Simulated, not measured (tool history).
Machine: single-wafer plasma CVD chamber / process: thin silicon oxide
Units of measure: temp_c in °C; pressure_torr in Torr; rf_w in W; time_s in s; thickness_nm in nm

| run | hour | temp_c | pressure_torr | rf_w | time_s | thickness_nm |
|---|---|---|---|---|---|---|
| 1 | 0 | 385 | 0.987 | 340 | 10.87 | 25.911 |
| 2 | 7.6 | 385 | 1.028 | 340 | 10.87 | 26.472 |
| 3 | 14.6 | 385 | 1.067 | 340 | 10.88 | 27.156 |
| 4 | 20.8 | 385 | 1.067 | 340 | 10.87 | 27.055 |
| 5 | 25.5 | 385 | 1.067 | 340 | 10.87 | 27.198 |
| 6 | 28.4 | 385 | 1.1 | 340 | 10.87 | 27.56 |
| 7 | 29.2 | 385 | 1.133 | 340 | 10.88 | 27.968 |
| 8 | 38.1 | 385 | 1.164 | 340 | 10.89 | 28.562 |

Run 9 comes next. What will it give?
| 9 | 39 | 385 | 1.187 | 340 | 10.89 | ? |

thickness_nm: 28.72 nm
